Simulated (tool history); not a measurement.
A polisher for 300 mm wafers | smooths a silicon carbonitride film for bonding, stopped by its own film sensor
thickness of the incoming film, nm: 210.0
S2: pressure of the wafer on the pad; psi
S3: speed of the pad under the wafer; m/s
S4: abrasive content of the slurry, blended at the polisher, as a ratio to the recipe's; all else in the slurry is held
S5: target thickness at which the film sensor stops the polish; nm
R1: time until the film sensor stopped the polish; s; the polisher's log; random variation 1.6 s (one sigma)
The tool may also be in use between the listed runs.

{"run": 1, "hour": 0.0, "flow of slurry (ml/min)": 125, "S2": 1.5, "S3": 0.86, "S4": 1.0, "S5": 197, "R1": 73.134}
{"run": 2, "hour": 3.6, "flow of slurry (ml/min)": 125, "S2": 1.3, "S3": 0.86, "S4": 1.0, "S5": 197, "R1": 84.711}
{"run": 3, "hour": 6.4, "flow of slurry (ml/min)": 125, "S2": 1.3, "S3": 0.7, "S4": 1.0, "S5": 197, "R1": 99.787}
{"run": 4, "hour": 9.2, "flow of slurry (ml/min)": 125, "S2": 1.3, "S3": 0.5, "S4": 1.0, "S5": 197, "R1": 130.4}
{"run": 5, "hour": 14.3, "flow of slurry (ml/min)": 120, "S2": 1.2, "S3": 0.5, "S4": 1.0, "S5": 197, "R1": 141.26}
{"run": 6, "hour": 20.4, "flow of slurry (ml/min)": 120, "S2": 1.4, "S3": 0.5, "S4": 1.0, "S5": 197, "R1": 124.2}
{"run": 7, "hour": 29.1, "flow of slurry (ml/min)": 115, "S2": 1.3, "S3": 0.5, "S4": 1.0, "S5": 197, "R1": 131.5}

Run 8 comes next. What will it give?
{"run": 8, "hour": 32.5, "flow of slurry (ml/min)": 115, "S2": 1.2, "S3": 0.5, "S4": 1.0, "S5": 197, "R1": "?"}

{"run 8": {"R1": 146.7}}

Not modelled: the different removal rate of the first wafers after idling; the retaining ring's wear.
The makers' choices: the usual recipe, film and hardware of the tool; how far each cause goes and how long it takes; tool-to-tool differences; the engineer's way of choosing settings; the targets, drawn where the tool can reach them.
